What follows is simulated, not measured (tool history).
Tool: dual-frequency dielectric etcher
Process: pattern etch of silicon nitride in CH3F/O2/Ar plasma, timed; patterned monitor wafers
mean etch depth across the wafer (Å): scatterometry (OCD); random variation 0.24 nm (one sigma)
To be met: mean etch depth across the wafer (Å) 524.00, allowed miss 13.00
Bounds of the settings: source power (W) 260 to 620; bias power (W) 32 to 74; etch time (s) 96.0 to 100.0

run	hour	source power (W)	bias power (W)	etch time (s)	mean etch depth across the wafer (Å)
1	0.0	440	53	96.0	688.52
2	5.9	440	53	96.0	690.38
3	7.2	420	51	96.0	661.34
4	13.5	420	51	96.0	667.11
5	17.7	400	49	96.0	640.30
6	19.4	400	49	96.0	636.81
7	27.7	380	48	96.0	623.54
8	35.1	370	47	96.0	612.76
9	38.1	360	46	96.0	595.99
10	41.3	270	40	96.0	498.71

4 next moves are on the table. One of them brings every result within its allowed miss. Which?
A	44.5	270	41	100.0	?
B	44.5	260	40	96.0	?
C	44.5	260	44	96.0	?
D	44.5	260	41	97.5	?

move	mean etch depth across the wafer (Å)
A	522.00
B	487.84
C	502.90
D	499.34
A: meets every target
B: further off than the last run
C: nearer than the last run, and not there yet
D: as far off as the last run
Answer: A

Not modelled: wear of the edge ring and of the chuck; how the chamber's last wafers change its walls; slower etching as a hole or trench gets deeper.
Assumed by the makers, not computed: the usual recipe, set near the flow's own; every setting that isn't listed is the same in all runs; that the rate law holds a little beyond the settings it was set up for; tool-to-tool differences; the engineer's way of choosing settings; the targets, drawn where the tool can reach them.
